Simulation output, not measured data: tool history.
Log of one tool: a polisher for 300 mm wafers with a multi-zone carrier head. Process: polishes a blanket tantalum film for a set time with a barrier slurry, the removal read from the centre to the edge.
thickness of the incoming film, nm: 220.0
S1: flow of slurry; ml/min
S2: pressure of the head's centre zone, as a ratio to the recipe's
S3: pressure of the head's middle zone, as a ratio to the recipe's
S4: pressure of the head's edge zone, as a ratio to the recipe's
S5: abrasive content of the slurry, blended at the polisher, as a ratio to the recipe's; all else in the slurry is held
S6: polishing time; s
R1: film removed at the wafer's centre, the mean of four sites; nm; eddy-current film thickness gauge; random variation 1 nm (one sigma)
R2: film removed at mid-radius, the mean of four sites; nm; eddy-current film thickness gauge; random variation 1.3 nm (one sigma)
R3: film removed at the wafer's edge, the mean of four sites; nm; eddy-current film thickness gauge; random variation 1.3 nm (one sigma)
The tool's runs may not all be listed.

run	hour	S1	S2	S3	S4	S5	S6	R1	R2	R3
1	0.0	200	1.00	1.00	1.00	1.00	30	72.155	73.005	72.586
2	2.5	205	1.01	1.00	1.02	1.10	31	77.777	76.264	77.142
3	6.3	205	1.01	1.00	1.02	0.95	31	73.683	76.205	74.116
4	7.7	205	1.01	1.00	1.02	0.95	34	81.367	82.318	80.111
5	15.1	205	1.01	1.00	1.04	1.05	35	86.208	87.601	86.234
6	19.4	180	1.01	1.00	1.04	1.05	35	84.825	84.592	87.803
7	20.8	140	1.11	1.06	1.11	1.30	37	101.120	93.514	95.263

Estimate the outcome of run 8 from the log above:
8	22.1	145	1.10	1.06	1.12	1.35	37	?	?	?

Run 8 produced R1 101.200 nm, R2 96.612 nm, R3 95.571 nm.

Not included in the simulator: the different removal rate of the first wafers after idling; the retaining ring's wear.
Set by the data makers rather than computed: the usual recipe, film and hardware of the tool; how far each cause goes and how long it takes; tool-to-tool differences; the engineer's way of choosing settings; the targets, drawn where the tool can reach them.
